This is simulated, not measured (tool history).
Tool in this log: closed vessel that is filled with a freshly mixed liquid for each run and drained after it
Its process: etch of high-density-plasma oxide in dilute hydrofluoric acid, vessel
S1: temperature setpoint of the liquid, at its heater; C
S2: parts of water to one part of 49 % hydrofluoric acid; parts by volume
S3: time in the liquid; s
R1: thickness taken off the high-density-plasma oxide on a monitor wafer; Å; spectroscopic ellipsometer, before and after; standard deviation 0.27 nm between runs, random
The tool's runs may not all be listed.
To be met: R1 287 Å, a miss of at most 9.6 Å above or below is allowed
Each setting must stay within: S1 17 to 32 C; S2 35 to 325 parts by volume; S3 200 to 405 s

| run | day | S1 | S2 | S3 | R1 |
|---|---|---|---|---|---|
| 1 | 0 | 24 | 180 | 405 | 121.74 |
| 2 | 0.288 | 26 | 155 | 405 | 153.81 |
| 3 | 0.4 | 26 | 155 | 200 | 74.919 |
| 4 | 0.638 | 26 | 155 | 200 | 75.5 |
| 5 | 0.962 | 23.5 | 125 | 255 | 114.73 |
| 6 | 1.179 | 22 | 100 | 295 | 155.69 |
| 7 | 1.267 | 21 | 85 | 320 | 195.93 |
| 8 | 1.642 | 19.5 | 35 | 325 | 484.96 |
| 9 | 1.942 | 19.5 | 45 | 325 | 378.21 |
| 10 | 2.188 | 17 | 70 | 325 | 210.75 |
| 11 | 2.342 | 18 | 70 | 325 | 222.15 |
| 12 | 2.412 | 19 | 70 | 325 | 229.49 |

Exercise: of the 5 proposed moves below, exactly one satisfies all targets within the stated allowed misses. Which move is it?
| A | 2.483 | 17.5 | 70 | 405 | ? |
| B | 2.483 | 17 | 70 | 405 | ? |
| C | 2.483 | 18 | 65 | 395 | ? |
| D | 2.483 | 20 | 55 | 325 | ? |
| E | 2.483 | 19.5 | 65 | 400 | ? |

| move | R1 |
|---|---|
| A | 266.93 |
| B | 261.27 |
| C | 288.02 |
| D | 308.47 |
| E | 310.85 |
A: better than the last run, though not everything is in spec
B: better than the last run, though not everything is in spec
C: every result lands within tolerance
D: takes the biggest miss from the last run beyond its target
E: takes the biggest miss from the last run beyond its target
C meets every target.
